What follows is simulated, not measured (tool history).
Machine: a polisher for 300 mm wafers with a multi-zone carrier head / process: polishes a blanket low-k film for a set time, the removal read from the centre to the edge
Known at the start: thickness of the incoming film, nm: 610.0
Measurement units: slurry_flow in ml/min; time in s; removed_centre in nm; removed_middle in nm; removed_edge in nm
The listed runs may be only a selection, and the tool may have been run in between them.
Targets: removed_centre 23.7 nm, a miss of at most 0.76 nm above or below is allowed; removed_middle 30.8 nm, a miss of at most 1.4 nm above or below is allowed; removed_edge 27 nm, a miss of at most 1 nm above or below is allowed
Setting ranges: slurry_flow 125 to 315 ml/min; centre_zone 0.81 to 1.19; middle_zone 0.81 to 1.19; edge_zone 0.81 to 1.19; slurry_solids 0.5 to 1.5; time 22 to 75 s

Run 1, hour 0: slurry_flow 205 ml/min, centre_zone 1, middle_zone 1, edge_zone 1, slurry_solids 1, time 48 s. Result: removed_centre 27.72 nm, removed_middle 28.029 nm, removed_edge 28.154 nm.
Run 2, hour 1.9: slurry_flow 200 ml/min, centre_zone 0.97, middle_zone 1.03, edge_zone 0.99, slurry_solids 1, time 48 s. Result: removed_centre 26.374 nm, removed_middle 29.158 nm, removed_edge 27.683 nm.
Run 3, hour 4.6: slurry_flow 200 ml/min, centre_zone 0.97, middle_zone 1.03, edge_zone 0.99, slurry_solids 1, time 59 s. Result: removed_centre 32.567 nm, removed_middle 35.546 nm, removed_edge 34.796 nm.
Run 4, hour 12: slurry_flow 200 ml/min, centre_zone 0.97, middle_zone 1.03, edge_zone 0.99, slurry_solids 0.9, time 59 s. Result: removed_centre 30.321 nm, removed_middle 33.596 nm, removed_edge 32.991 nm.
Run 5, hour 13.5: slurry_flow 200 ml/min, centre_zone 0.95, middle_zone 1.04, edge_zone 0.96, slurry_solids 0.85, time 59 s. Result: removed_centre 29.498 nm, removed_middle 33.141 nm, removed_edge 32.161 nm.
Run 6, hour 19.9: slurry_flow 195 ml/min, centre_zone 0.93, middle_zone 1.06, edge_zone 0.94, slurry_solids 0.8, time 59 s. Result: removed_centre 27.469 nm, removed_middle 32.378 nm, removed_edge 29.808 nm.
Run 7, hour 22.5: slurry_flow 195 ml/min, centre_zone 0.93, middle_zone 1.06, edge_zone 0.94, slurry_solids 0.8, time 59 s. Result: removed_centre 27.507 nm, removed_middle 31.674 nm, removed_edge 30.046 nm.
Run 8, hour 26: slurry_flow 185 ml/min, centre_zone 0.91, middle_zone 1.07, edge_zone 0.93, slurry_solids 0.8, time 59 s. Result: removed_centre 27.042 nm, removed_middle 32.445 nm, removed_edge 29.123 nm.
Run 9, hour 32.2: slurry_flow 180 ml/min, centre_zone 0.89, middle_zone 1.07, edge_zone 0.93, slurry_solids 0.8, time 59 s. Result: removed_centre 26.131 nm, removed_middle 31.627 nm, removed_edge 29.977 nm.
Run 10, hour 40.2: slurry_flow 175 ml/min, centre_zone 0.88, middle_zone 1.08, edge_zone 0.91, slurry_solids 0.8, time 59 s. Result: removed_centre 25.162 nm, removed_middle 32.927 nm, removed_edge 29.751 nm.
Run 11, hour 43.7: slurry_flow 175 ml/min, centre_zone 0.88, middle_zone 1.08, edge_zone 0.9, slurry_solids 0.75, time 59 s. Result: removed_centre 24.536 nm, removed_middle 30.857 nm, removed_edge 28.285 nm.
Run 12, hour 47.2: slurry_flow 170 ml/min, centre_zone 0.88, middle_zone 1.09, edge_zone 0.89, slurry_solids 0.75, time 59 s. Result: removed_centre 24.976 nm, removed_middle 30.666 nm, removed_edge 27.777 nm.

Which one of the following 4 next-run settings gets every result inside its allowed miss? There is exactly one.
Run A, hour 50.7: slurry_flow 200 ml/min, centre_zone 0.96, middle_zone 1.11, edge_zone 0.85, slurry_solids 0.7, time 61 s. Result: removed_centre ?, removed_middle ?, removed_edge ?.
Run B, hour 50.7: slurry_flow 170 ml/min, centre_zone 0.91, middle_zone 1, edge_zone 0.88, slurry_solids 0.75, time 62 s. Result: removed_centre ?, removed_middle ?, removed_edge ?.
Run C, hour 50.7: slurry_flow 175 ml/min, centre_zone 0.89, middle_zone 1.15, edge_zone 0.94, slurry_solids 0.6, time 64 s. Result: removed_centre ?, removed_middle ?, removed_edge ?.
Run D, hour 50.7: slurry_flow 205 ml/min, centre_zone 0.92, middle_zone 1.14, edge_zone 0.9, slurry_solids 0.85, time 53 s. Result: removed_centre ?, removed_middle ?, removed_edge ?.

move  removed_centre  removed_middle  removed_edge
   A          27.241          31.442        27.897
   B          26.821          29.993        29.564
   C          23.469          30.196        26.883
   D          25.566          31.505        27.759
A: misses by more than the last run did
B: misses by more than the last run did
C: in spec on every target
D: misses by more than the last run did
Answer: C
